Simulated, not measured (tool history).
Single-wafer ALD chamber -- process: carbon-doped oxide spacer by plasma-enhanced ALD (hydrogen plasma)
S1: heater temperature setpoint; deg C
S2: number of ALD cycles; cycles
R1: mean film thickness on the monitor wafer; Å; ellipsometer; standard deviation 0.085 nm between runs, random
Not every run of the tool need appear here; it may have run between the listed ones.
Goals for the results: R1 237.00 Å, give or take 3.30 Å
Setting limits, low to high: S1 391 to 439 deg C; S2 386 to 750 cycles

run  hour   S1   S2      R1
  1   0.0  415  568  268.99
  2   2.4  422  568  262.52
  3   8.3  426  557  256.57
  4  10.5  436  557  246.99
  5  16.3  439  557  244.45
  6  21.9  439  501  220.34
  7  30.7  434  505  224.68
  8  37.8  430  508  229.47
  9  44.1  428  510  231.90

Pick the move, out of 5, that brings all results within their allowed miss; only one does.
  A  50.4  429  543   ?
  B  50.4  438  523   ?
  C  50.4  423  512   ?
  D  50.4  432  547   ?
  E  50.4  427  502   ?

move      R1
   A  245.69
   B  229.64
   C  236.24
   D  245.06
   E  228.64
A: takes the biggest miss from the last run beyond its target
B: moves away from the targets compared with the last run
C: each result inside its tolerance
D: takes the biggest miss from the last run beyond its target
E: moves away from the targets compared with the last run
C meets every target.
